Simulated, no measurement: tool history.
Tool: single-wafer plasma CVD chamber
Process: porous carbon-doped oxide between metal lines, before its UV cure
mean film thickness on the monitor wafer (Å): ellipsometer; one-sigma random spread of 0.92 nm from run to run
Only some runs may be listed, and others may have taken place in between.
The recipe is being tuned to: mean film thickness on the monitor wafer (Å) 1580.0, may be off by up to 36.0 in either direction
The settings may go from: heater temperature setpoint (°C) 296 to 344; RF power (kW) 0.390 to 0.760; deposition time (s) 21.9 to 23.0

run  hour  heater temperature setpoint (°C)  RF power (kW)  deposition time (s)  mean film thickness on the monitor wafer (Å)
  1   0.0                               320          0.575                 23.0                                        1138.6
  2   1.0                               316          0.575                 23.0                                        1171.6
  3   5.1                               314          0.595                 23.0                                        1216.5
  4  10.3                               306          0.595                 23.0                                        1266.1
  5  14.0                               305          0.610                 23.0                                        1297.8
  6  15.5                               314          0.610                 23.0                                        1246.6
  7  21.2                               312          0.625                 23.0                                        1281.9
     22.6  -- RF generator calibrated
  8  22.6                               311          0.635                 23.0                                        1355.1
  9  23.2                               310          0.640                 23.0                                        1377.7
 10  28.5                               309          0.645                 23.0                                        1400.2

Which of these 4 next moves meets every target?
  A  33.8                               306          0.680                 23.0                                             ?
  B  33.8                               310          0.755                 23.0                                             ?
  C  33.8                               310          0.700                 23.0                                             ?
  D  33.8                               308          0.700                 23.0                                             ?

move  mean film thickness on the monitor wafer (Å)
   A                                        1483.6
   B                                        1577.1
   C                                        1484.7
   D                                        1501.7
A: gains on the last run, yet a result remains outside its allowed miss
B: every result within its allowed miss
C: gains on the last run, yet a result remains outside its allowed miss
D: gains on the last run, yet a result remains outside its allowed miss
Answer: B
